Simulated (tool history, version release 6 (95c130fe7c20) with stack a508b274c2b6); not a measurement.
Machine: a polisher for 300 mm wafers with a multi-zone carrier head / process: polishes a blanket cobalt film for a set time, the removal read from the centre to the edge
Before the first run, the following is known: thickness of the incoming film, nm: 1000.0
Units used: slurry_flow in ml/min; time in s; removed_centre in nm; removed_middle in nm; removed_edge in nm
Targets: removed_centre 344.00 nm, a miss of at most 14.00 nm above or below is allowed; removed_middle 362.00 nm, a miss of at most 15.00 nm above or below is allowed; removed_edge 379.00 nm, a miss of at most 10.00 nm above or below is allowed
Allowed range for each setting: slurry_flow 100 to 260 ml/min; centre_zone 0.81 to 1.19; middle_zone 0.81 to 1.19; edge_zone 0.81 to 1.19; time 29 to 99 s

run 1 hour=0.0 | slurry_flow=165 centre_zone=1.00 middle_zone=1.00 edge_zone=1.00 time=64 | removed_centre=336.16 removed_middle=332.83 removed_edge=319.12
run 2 hour=3.2 | slurry_flow=180 centre_zone=0.98 middle_zone=1.00 edge_zone=1.06 time=65 | removed_centre=328.45 removed_middle=343.53 removed_edge=344.22
run 3 hour=8.2 | slurry_flow=180 centre_zone=0.98 middle_zone=1.00 edge_zone=1.06 time=54 | removed_centre=277.19 removed_middle=286.85 removed_edge=283.71
run 4 hour=10.2 | slurry_flow=180 centre_zone=0.95 middle_zone=1.00 edge_zone=1.06 time=54 | removed_centre=271.12 removed_middle=282.11 removed_edge=283.96
run 5 hour=17.9 | slurry_flow=180 centre_zone=0.91 middle_zone=1.00 edge_zone=1.06 time=54 | removed_centre=252.61 removed_middle=284.79 removed_edge=282.55
run 6 hour=23.1 | slurry_flow=195 centre_zone=0.94 middle_zone=1.01 edge_zone=1.10 time=57 | removed_centre=282.63 removed_middle=306.23 removed_edge=306.10
run 7 hour=27.4 | slurry_flow=200 centre_zone=0.95 middle_zone=1.01 edge_zone=1.12 time=60 | removed_centre=303.69 removed_middle=323.95 removed_edge=327.68
run 8 hour=31.3 | slurry_flow=205 centre_zone=0.95 middle_zone=1.01 edge_zone=1.14 time=62 | removed_centre=315.37 removed_middle=336.92 removed_edge=341.85
run 9 hour=34.4 | slurry_flow=210 centre_zone=0.95 middle_zone=1.00 edge_zone=1.16 time=63 | removed_centre=315.82 removed_middle=344.26 removed_edge=351.17
run 10 hour=40.9 | slurry_flow=215 centre_zone=0.96 middle_zone=0.99 edge_zone=1.17 time=64 | removed_centre=331.02 removed_middle=345.60 removed_edge=355.77
run 11 hour=48.6 | slurry_flow=215 centre_zone=0.96 middle_zone=0.99 edge_zone=1.18 time=65 | removed_centre=328.71 removed_middle=347.86 removed_edge=364.67

5 next moves are on the table. One of them brings every result within its allowed miss. Which?
run A hour=56.3 | slurry_flow=175 centre_zone=1.00 middle_zone=0.98 edge_zone=1.19 time=61 | removed_centre=? removed_middle=? removed_edge=?
run B hour=56.3 | slurry_flow=255 centre_zone=1.05 middle_zone=1.05 edge_zone=1.11 time=62 | removed_centre=? removed_middle=? removed_edge=?
run C hour=56.3 | slurry_flow=250 centre_zone=0.98 middle_zone=0.98 edge_zone=1.12 time=64 | removed_centre=? removed_middle=? removed_edge=?
run D hour=56.3 | slurry_flow=230 centre_zone=0.97 middle_zone=1.00 edge_zone=1.19 time=66 | removed_centre=? removed_middle=? removed_edge=?
run E hour=56.3 | slurry_flow=205 centre_zone=0.90 middle_zone=1.08 edge_zone=1.16 time=65 | removed_centre=? removed_middle=? removed_edge=?

move=A removed_centre=312.71 removed_middle=315.08 removed_edge=339.56
move=B removed_centre=353.21 removed_middle=351.52 removed_edge=345.69
move=C removed_centre=339.16 removed_middle=346.83 removed_edge=358.07
move=D removed_centre=342.42 removed_middle=358.63 removed_edge=377.75
move=E removed_centre=307.67 removed_middle=365.51 removed_edge=362.95
A: the biggest miss grows against the last run
B: the biggest miss grows against the last run
C: the biggest miss grows against the last run
D: each result inside its tolerance
E: the biggest miss grows against the last run
Move D is the one to make.
